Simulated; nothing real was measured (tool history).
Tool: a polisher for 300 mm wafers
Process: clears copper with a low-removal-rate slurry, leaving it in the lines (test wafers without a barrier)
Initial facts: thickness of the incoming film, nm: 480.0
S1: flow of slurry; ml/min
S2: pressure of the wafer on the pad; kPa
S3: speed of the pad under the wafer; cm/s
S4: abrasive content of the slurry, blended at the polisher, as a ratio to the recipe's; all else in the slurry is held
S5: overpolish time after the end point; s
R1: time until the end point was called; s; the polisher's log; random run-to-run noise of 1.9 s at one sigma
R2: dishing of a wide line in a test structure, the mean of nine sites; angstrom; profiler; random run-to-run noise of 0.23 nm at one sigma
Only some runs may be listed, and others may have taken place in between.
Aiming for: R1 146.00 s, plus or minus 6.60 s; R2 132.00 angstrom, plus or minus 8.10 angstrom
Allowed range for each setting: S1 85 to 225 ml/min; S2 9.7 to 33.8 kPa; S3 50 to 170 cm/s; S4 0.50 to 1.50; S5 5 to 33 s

run,day,S1,S2,S3,S4,S5,R1,R2
1,0.000,145,21.4,110,1.00,17,176.12,287.49
2,0.246,115,21.4,110,1.00,17,181.01,283.84
3,0.533,115,21.4,92,1.00,17,218.00,242.36
4,0.858,115,19.3,92,1.00,17,241.94,223.06
5,0.921,140,20.7,92,0.95,14,209.68,204.25
6,1.250,140,20.7,92,1.05,14,209.90,212.45
7,1.621,160,21.4,92,0.95,12,207.96,188.03
8,1.850,175,22.8,94,0.85,10,188.07,167.13
9,1.912,180,24.1,94,0.80,9,184.48,156.05
10,1.992,185,25.5,94,0.75,8,179.38,148.37
# day 2.038: slurry blender recalibrated
11,2.038,190,26.9,94,0.70,7,163.04,139.21
12,2.133,205,29.0,92,0.60,6,163.57,126.09
13,2.196,205,29.6,92,0.60,6,154.79,124.27
14,2.525,205,30.3,92,0.60,6,153.29,130.66

5 next moves are on the table. One of them brings every result within its allowed miss. Which?
A,2.854,225,31.7,100,0.75,5,?,?
B,2.854,215,33.1,100,0.65,5,?,?
C,2.854,175,29.6,108,0.50,7,?,?
D,2.854,205,31.0,96,0.95,6,?,?
E,2.854,215,29.0,102,0.60,6,?,?

move,R1,R2
A,126.70,132.30
B,127.36,131.74
C,145.05,159.66
D,127.88,155.63
E,144.39,138.71
A: takes the result that was furthest off past its target
B: takes the result that was furthest off past its target
C: brings the result that was furthest off to its target, and leaves another outside
D: takes the result that was furthest off past its target
E: meets every target
Correct choice: E, which meets every target

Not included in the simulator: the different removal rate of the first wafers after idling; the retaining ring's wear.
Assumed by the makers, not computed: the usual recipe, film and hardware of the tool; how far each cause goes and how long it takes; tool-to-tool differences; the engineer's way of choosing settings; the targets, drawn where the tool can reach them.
